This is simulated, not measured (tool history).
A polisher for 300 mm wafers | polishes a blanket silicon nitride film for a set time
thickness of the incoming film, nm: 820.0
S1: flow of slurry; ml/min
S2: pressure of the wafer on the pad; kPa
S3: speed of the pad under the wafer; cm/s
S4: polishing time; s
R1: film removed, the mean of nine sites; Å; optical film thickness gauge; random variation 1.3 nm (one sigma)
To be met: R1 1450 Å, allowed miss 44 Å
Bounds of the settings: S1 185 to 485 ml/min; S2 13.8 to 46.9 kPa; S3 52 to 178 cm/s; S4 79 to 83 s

| run | day | S1 | S2 | S3 | S4 | R1 |
|---|---|---|---|---|---|---|
| 1 | 0 | 310 | 30.3 | 114 | 79 | 2056.5 |
| 2 | 0.233 | 310 | 30.3 | 114 | 79 | 2090.7 |
| 3 | 0.592 | 310 | 29 | 114 | 79 | 2016.8 |
| 4 | 0.829 | 310 | 27.6 | 114 | 79 | 1956.9 |
| 5 | 0.946 | 310 | 26.2 | 114 | 79 | 1843.1 |
| 6 | 1.238 | 310 | 26.2 | 114 | 79 | 1838.8 |
| 7 | 1.304 | 310 | 25.5 | 114 | 79 | 1833.9 |
| 8 | 1.596 | 310 | 24.1 | 114 | 79 | 1743.3 |

4 next moves are on the table. One of them brings every result within its allowed miss. Which?
| A | 1.888 | 310 | 32.4 | 92 | 82 | ? |
| B | 1.888 | 345 | 19.3 | 110 | 79 | ? |
| C | 1.888 | 305 | 21.4 | 90 | 79 | ? |
| D | 1.888 | 295 | 20 | 94 | 79 | ? |

| move | R1 |
|---|---|
| A | 1992.8 |
| B | 1476.3 |
| C | 1377.2 |
| D | 1345.8 |
A: further off than the last run
B: meets every target
C: takes the result that was furthest off past its target
D: takes the result that was furthest off past its target
Move B is the one to make.

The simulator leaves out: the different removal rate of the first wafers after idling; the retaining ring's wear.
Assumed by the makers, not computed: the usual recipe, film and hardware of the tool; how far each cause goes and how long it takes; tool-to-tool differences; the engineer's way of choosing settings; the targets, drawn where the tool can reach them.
